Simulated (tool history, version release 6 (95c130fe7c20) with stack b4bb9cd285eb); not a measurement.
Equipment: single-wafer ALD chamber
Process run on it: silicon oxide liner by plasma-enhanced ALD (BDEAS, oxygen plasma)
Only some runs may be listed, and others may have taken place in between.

run  hour  heater temperature setpoint (K)  number of ALD cycles (cycles)  mean film thickness on the monitor wafer (Å)
  1   0.0                           593.15                             42                                        37.260
  2   8.1                           595.15                             42                                        37.327
  3  10.7                           596.15                             41                                        36.321
  4  12.2                           597.15                             41                                        36.339
  5  17.4                           597.15                             43                                        38.042
  6  19.5                           589.15                             43                                        38.355
  7  25.2                           590.15                             42                                        37.383
  8  30.3                           591.15                             41                                        36.538
  9  34.4                           592.15                             41                                        36.578

For run 10, what comes out?
 10  40.5                           593.15                             41                                             ?

mean film thickness on the monitor wafer (Å): 36.445

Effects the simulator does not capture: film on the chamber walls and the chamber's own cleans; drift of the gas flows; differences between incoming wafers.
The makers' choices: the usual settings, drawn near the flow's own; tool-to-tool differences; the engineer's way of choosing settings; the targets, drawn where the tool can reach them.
